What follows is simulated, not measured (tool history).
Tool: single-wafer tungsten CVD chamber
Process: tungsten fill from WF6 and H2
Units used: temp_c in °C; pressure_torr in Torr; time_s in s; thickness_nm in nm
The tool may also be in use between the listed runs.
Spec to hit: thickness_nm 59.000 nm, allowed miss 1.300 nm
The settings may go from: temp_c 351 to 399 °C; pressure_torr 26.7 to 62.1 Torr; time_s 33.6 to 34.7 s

run  hour  temp_c  pressure_torr  time_s  thickness_nm
  1   0.0     375           44.4    33.6        67.896
  2   8.3     384           44.4    33.6        81.965
  3  10.3     380           44.2    33.6        75.559
  4  12.4     377           44.1    33.6        71.010
  5  19.5     377           49.8    33.6        75.561
  6  25.3     377           49.8    33.6        75.237
  7  31.5     377           49.8    33.6        75.826
  8  40.3     374           49.7    33.6        71.289
  9  44.3     372           49.6    33.6        67.918
 10  47.5     370           49.5    33.6        64.905
     56.5  -- capacitance manometer re-zeroed and calibrated
 11  56.5     369           49.5    33.6        65.436
 12  57.7     367           49.4    33.6        62.100
 13  64.8     366           49.4    33.6        60.797

Exactly one of the 5 candidate moves below puts every result within its allowed miss. Which one?
  A  71.9     366           49.1    34.7             ?
  B  71.9     362           51.9    33.6             ?
  C  71.9     368           46.9    34.2             ?
  D  71.9     367           49.6    33.8             ?
  E  71.9     363           50.1    34.7             ?

move  thickness_nm
   A        62.607
   B        57.153
   C        62.914
   D        62.624
   E        59.281
A: its largest miss is bigger than the last run's
B: takes the biggest miss from the last run beyond its target
C: its largest miss is bigger than the last run's
D: its largest miss is bigger than the last run's
E: hits every target within its allowed miss
Go with E: it meets all targets.
